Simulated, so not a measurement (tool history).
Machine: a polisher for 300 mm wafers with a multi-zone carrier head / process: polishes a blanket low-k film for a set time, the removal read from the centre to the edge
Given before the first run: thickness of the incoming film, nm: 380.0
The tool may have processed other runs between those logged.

run,hour,flow of slurry (ml/min),pressure of the head's centre zone,pressure of the head's middle zone,pressure of the head's edge zone,abrasive content of the slurry,polishing time (s),film removed at the wafer's centre (angstrom),film removed at mid-radius (angstrom),film removed at the wafer's edge (angstrom)
1,0.0,185,1.00,1.00,1.00,1.00,82,157.61,161.29,155.71
2,6.4,225,1.00,1.00,1.00,1.00,82,162.24,168.05,156.86
3,11.5,230,0.98,1.04,1.02,1.05,82,164.03,177.62,164.34
4,17.9,230,0.98,1.04,1.02,1.05,63,127.84,138.12,125.34
5,20.4,235,0.96,1.08,1.03,1.20,65,135.23,151.88,138.65
6,29.3,245,0.95,1.11,1.01,1.30,68,143.05,174.21,147.54
7,31.8,250,0.95,1.13,1.03,1.35,69,148.94,179.16,153.35
8,40.1,255,0.94,1.14,1.04,1.40,71,154.53,189.68,162.22

What does the tool deliver on the next run?
9,46.5,260,0.94,1.15,1.04,1.45,72,?,?,?

film removed at the wafer's centre (angstrom): 156.77
film removed at mid-radius (angstrom): 197.24
film removed at the wafer's edge (angstrom): 165.94
